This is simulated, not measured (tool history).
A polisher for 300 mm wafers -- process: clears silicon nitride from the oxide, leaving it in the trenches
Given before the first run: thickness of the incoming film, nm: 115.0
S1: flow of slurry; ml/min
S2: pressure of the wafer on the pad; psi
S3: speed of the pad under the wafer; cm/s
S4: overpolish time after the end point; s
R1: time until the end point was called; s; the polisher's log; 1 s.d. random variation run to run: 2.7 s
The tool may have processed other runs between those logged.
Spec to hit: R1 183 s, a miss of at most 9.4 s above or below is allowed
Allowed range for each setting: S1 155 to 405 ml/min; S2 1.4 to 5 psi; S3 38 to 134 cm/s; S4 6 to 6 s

{"run": 1, "hour": 0.0, "S1": 260, "S2": 3.2, "S3": 86, "S4": 6, "R1": 106.07}
{"run": 2, "hour": 2.1, "S1": 260, "S2": 3, "S3": 86, "S4": 6, "R1": 110.41}
{"run": 3, "hour": 10.2, "S1": 260, "S2": 3, "S3": 86, "S4": 6, "R1": 110.23}
{"run": 4, "hour": 12.8, "S1": 260, "S2": 3.5, "S3": 86, "S4": 6, "R1": 98.064}
{"run": 5, "hour": 16.1, "S1": 220, "S2": 3.5, "S3": 86, "S4": 6, "R1": 101.93}
{"run": 6, "hour": 21.0, "S1": 220, "S2": 4.1, "S3": 86, "S4": 6, "R1": 93.04}
{"run": 7, "hour": 27.0, "S1": 220, "S2": 4.1, "S3": 86, "S4": 6, "R1": 91.357}
{"run": 8, "hour": 33.3, "S1": 220, "S2": 3.8, "S3": 84, "S4": 6, "R1": 99.326}
{"run": 9, "hour": 34.0, "S1": 215, "S2": 2.9, "S3": 74, "S4": 6, "R1": 133.85}
{"run": 10, "hour": 35.7, "S1": 215, "S2": 2.9, "S3": 74, "S4": 6, "R1": 131.61}

Of the 4 settings listed for the next run, only one would bring every result within its allowed miss of target. Which one?
{"run": "A", "hour": 37.4, "S1": 240, "S2": 2.2, "S3": 70, "S4": 6, "R1": "?"}
{"run": "B", "hour": 37.4, "S1": 245, "S2": 2.8, "S3": 64, "S4": 6, "R1": "?"}
{"run": "C", "hour": 37.4, "S1": 230, "S2": 2, "S3": 68, "S4": 6, "R1": "?"}
{"run": "D", "hour": 37.4, "S1": 280, "S2": 3.7, "S3": 96, "S4": 6, "R1": "?"}

move=A R1=171.26
move=B R1=160.38
move=C R1=186.73
move=D R1=88.794
A: better than the last run, though not everything is in spec
B: better than the last run, though not everything is in spec
C: hits every target within its allowed miss
D: misses by more than the last run did
Answer: C
